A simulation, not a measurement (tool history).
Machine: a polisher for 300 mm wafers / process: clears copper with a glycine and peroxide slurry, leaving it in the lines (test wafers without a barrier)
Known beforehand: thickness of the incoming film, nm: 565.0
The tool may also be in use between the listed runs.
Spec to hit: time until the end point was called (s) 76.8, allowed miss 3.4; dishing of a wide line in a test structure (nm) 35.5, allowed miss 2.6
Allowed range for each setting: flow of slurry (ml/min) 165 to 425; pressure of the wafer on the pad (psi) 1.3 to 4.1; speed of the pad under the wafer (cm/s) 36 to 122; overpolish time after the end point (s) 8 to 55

| run | day | flow of slurry (ml/min) | pressure of the wafer on the pad (psi) | speed of the pad under the wafer (cm/s) | overpolish time after the end point (s) | time until the end point was called (s) | dishing of a wide line in a test structure (nm) |
|---|---|---|---|---|---|---|---|
| 1 | 0 | 275 | 2.7 | 78 | 28 | 106.81 | 46.197 |
| 2 | 0.162 | 265 | 2.8 | 80 | 26 | 99.191 | 44.395 |
| 3 | 0.442 | 325 | 2.8 | 80 | 26 | 97.26 | 45.582 |
| 4 | 0.762 | 325 | 2.8 | 90 | 26 | 88.804 | 47.297 |
| 5 | 0.958 | 310 | 2.9 | 90 | 24 | 86.596 | 46.595 |
| 6 | 1.038 | 310 | 2.9 | 98 | 24 | 81.402 | 46.591 |
| 7 | 1.096 | 295 | 2.9 | 98 | 22 | 80.569 | 45.418 |
| 8 | 1.442 | 220 | 2.6 | 112 | 8 | 82.446 | 27.985 |
| 9 | 1.75 | 225 | 2.6 | 112 | 9 | 82.244 | 30.854 |
| 10 | 1.888 | 230 | 2.6 | 112 | 9 | 82.649 | 30.265 |
| 11 | 2.162 | 235 | 2.6 | 112 | 9 | 82.253 | 30.924 |
| 12 | 2.483 | 245 | 2.9 | 112 | 22 | 74.337 | 46.393 |
| 13 | 2.533 | 245 | 2.9 | 112 | 22 | 74.349 | 47.025 |
| 14 | 2.775 | 245 | 2.9 | 112 | 21 | 74.218 | 45.489 |
| 15 | 3.004 | 245 | 2.9 | 112 | 20 | 73.85 | 44.48 |
| 16 | 3.079 | 245 | 2.9 | 112 | 19 | 72.994 | 43.898 |
| 17 | 3.179 | 245 | 2.9 | 112 | 18 | 75.316 | 43.108 |
| 18 | 3.338 | 185 | 2.5 | 122 | 8 | 80.15 | 29.361 |
| 19 | 3.375 | 185 | 2.5 | 122 | 9 | 80.759 | 30.811 |

5 next moves are on the table. One of them brings every result within its allowed miss. Which?
| A | 3.412 | 245 | 2.5 | 122 | 11 | ? | ? |
| B | 3.412 | 165 | 2.6 | 116 | 11 | ? | ? |
| C | 3.412 | 240 | 2.3 | 122 | 12 | ? | ? |
| D | 3.412 | 180 | 2.3 | 120 | 19 | ? | ? |
| E | 3.412 | 165 | 2.5 | 114 | 22 | ? | ? |

| move | time until the end point was called (s) | dishing of a wide line in a test structure (nm) |
|---|---|---|
| A | 76.731 | 34.317 |
| B | 80.83 | 33.486 |
| C | 82.401 | 34.612 |
| D | 86.105 | 41.466 |
| E | 84.727 | 43.834 |
A: all results land within tolerance of their targets
B: brings the result that was furthest off to its target, and leaves another outside
C: brings the result that was furthest off to its target, and leaves another outside
D: pushes the last run's worst result past its target
E: pushes the last run's worst result past its target
Go with A: it meets all targets.
